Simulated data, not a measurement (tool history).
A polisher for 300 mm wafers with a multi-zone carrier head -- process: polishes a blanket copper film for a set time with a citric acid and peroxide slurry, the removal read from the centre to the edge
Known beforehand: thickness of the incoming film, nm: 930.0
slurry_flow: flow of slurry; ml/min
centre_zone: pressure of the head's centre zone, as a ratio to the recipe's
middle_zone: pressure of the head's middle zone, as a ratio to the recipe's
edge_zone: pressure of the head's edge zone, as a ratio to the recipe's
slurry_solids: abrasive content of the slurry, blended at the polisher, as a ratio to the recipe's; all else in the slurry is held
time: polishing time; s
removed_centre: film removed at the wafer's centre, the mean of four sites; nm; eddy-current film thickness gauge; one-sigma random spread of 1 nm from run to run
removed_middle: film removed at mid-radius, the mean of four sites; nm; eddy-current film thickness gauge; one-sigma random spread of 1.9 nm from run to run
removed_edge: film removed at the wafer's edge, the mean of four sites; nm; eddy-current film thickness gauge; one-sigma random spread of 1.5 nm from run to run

run	hour	slurry_flow	centre_zone	middle_zone	edge_zone	slurry_solids	time	removed_centre	removed_middle	removed_edge
1	0.0	245	1.00	1.00	1.00	1.00	83	162.31	160.57	163.34
2	1.9	235	0.95	0.99	0.97	0.90	82	149.44	155.89	152.61
3	10.1	235	0.95	0.99	0.97	1.05	82	153.56	164.08	160.09
4	11.6	225	0.91	0.97	0.97	0.95	81	144.82	153.63	153.96
5	12.4	220	0.88	0.97	0.98	0.90	80	136.13	151.72	152.39
6	13.5	220	0.91	0.97	0.98	0.90	80	139.45	150.52	150.26

Run 7, settings as shown, results not yet in. Your forecast:
7	22.0	210	0.88	0.96	0.98	0.85	80	?	?	?

removed_centre: 132.48 nm
removed_middle: 144.28 nm
removed_edge: 146.07 nm
